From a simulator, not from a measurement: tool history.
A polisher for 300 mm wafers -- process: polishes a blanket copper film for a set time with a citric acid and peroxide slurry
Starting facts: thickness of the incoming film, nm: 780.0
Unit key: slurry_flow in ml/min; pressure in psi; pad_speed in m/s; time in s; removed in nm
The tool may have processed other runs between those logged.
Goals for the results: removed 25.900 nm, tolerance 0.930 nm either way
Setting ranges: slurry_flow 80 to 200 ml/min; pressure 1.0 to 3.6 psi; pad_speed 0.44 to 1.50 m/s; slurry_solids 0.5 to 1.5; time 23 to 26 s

{"run": 1, "day": 0.0, "slurry_flow": 130, "pressure": 2.3, "pad_speed": 0.96, "slurry_solids": 1.0, "time": 26, "removed": 36.331}
{"run": 2, "day": 0.3, "slurry_flow": 125, "pressure": 2.1, "pad_speed": 0.96, "slurry_solids": 1.0, "time": 26, "removed": 32.604}
{"run": 3, "day": 0.438, "slurry_flow": 125, "pressure": 2.1, "pad_speed": 0.96, "slurry_solids": 1.0, "time": 26, "removed": 32.22}
{"run": 4, "day": 0.704, "slurry_flow": 140, "pressure": 2.1, "pad_speed": 0.96, "slurry_solids": 1.0, "time": 26, "removed": 33.105}
{"run": 5, "day": 0.733, "slurry_flow": 140, "pressure": 2.0, "pad_speed": 0.96, "slurry_solids": 1.0, "time": 26, "removed": 32.364}
{"run": 6, "day": 0.912, "slurry_flow": 140, "pressure": 2.0, "pad_speed": 0.96, "slurry_solids": 1.0, "time": 26, "removed": 32.379}
{"run": 7, "day": 1.138, "slurry_flow": 130, "pressure": 1.9, "pad_speed": 0.96, "slurry_solids": 1.0, "time": 26, "removed": 30.341}
{"run": 8, "day": 1.446, "slurry_flow": 125, "pressure": 1.8, "pad_speed": 0.96, "slurry_solids": 1.0, "time": 26, "removed": 28.136}
{"run": 9, "day": 1.725, "slurry_flow": 120, "pressure": 1.8, "pad_speed": 0.96, "slurry_solids": 1.0, "time": 26, "removed": 28.201}
{"run": 10, "day": 1.854, "slurry_flow": 115, "pressure": 1.8, "pad_speed": 0.96, "slurry_solids": 1.0, "time": 26, "removed": 27.922}
{"run": 11, "day": 2.204, "slurry_flow": 110, "pressure": 1.8, "pad_speed": 0.96, "slurry_solids": 1.0, "time": 26, "removed": 27.465}
{"run": 12, "day": 2.488, "slurry_flow": 105, "pressure": 1.8, "pad_speed": 0.96, "slurry_solids": 1.0, "time": 26, "removed": 27.15}
{"run": 13, "day": 2.838, "slurry_flow": 100, "pressure": 1.8, "pad_speed": 0.96, "slurry_solids": 1.0, "time": 26, "removed": 27.532}

Consider the 5 candidate settings below. Which is the only one whose results all fall within their allowed miss of target?
{"run": "A", "day": 3.188, "slurry_flow": 80, "pressure": 2.2, "pad_speed": 0.94, "slurry_solids": 1.0, "time": 26, "removed": "?"}
{"run": "B", "day": 3.188, "slurry_flow": 100, "pressure": 1.7, "pad_speed": 1.12, "slurry_solids": 1.0, "time": 26, "removed": "?"}
{"run": "C", "day": 3.188, "slurry_flow": 100, "pressure": 2.0, "pad_speed": 0.98, "slurry_solids": 1.0, "time": 24, "removed": "?"}
{"run": "D", "day": 3.188, "slurry_flow": 110, "pressure": 1.9, "pad_speed": 0.96, "slurry_solids": 1.1, "time": 25, "removed": "?"}
{"run": "E", "day": 3.188, "slurry_flow": 80, "pressure": 2.0, "pad_speed": 0.96, "slurry_solids": 0.7, "time": 25, "removed": "?"}

move=A removed=31.167
move=B removed=28.386
move=C removed=28.160
move=D removed=28.580
move=E removed=25.953
A: misses by more than the last run did
B: misses by more than the last run did
C: misses by more than the last run did
D: misses by more than the last run did
E: each result inside its tolerance
Go with E: it meets all targets.
